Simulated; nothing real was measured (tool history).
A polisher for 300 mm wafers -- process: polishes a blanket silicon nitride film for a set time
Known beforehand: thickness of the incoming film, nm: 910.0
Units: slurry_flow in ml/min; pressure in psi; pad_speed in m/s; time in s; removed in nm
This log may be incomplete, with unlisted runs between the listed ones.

run 1 day=0.000 | slurry_flow=220 pressure=2.3 pad_speed=1.08 time=48 | removed=60.285
run 2 day=0.208 | slurry_flow=220 pressure=2.3 pad_speed=1.20 time=48 | removed=66.065
run 3 day=0.483 | slurry_flow=220 pressure=2.4 pad_speed=1.20 time=48 | removed=67.894
run 4 day=0.788 | slurry_flow=220 pressure=2.5 pad_speed=1.20 time=48 | removed=71.195
run 5 day=0.929 | slurry_flow=170 pressure=2.5 pad_speed=1.20 time=48 | removed=68.936
run 6 day=1.275 | slurry_flow=175 pressure=2.6 pad_speed=1.20 time=48 | removed=69.929

The next listed run, before its measurement:
run 7 day=1.454 | slurry_flow=190 pressure=2.7 pad_speed=1.20 time=48 | removed=?

{"run 7": {"removed": 74.74}}

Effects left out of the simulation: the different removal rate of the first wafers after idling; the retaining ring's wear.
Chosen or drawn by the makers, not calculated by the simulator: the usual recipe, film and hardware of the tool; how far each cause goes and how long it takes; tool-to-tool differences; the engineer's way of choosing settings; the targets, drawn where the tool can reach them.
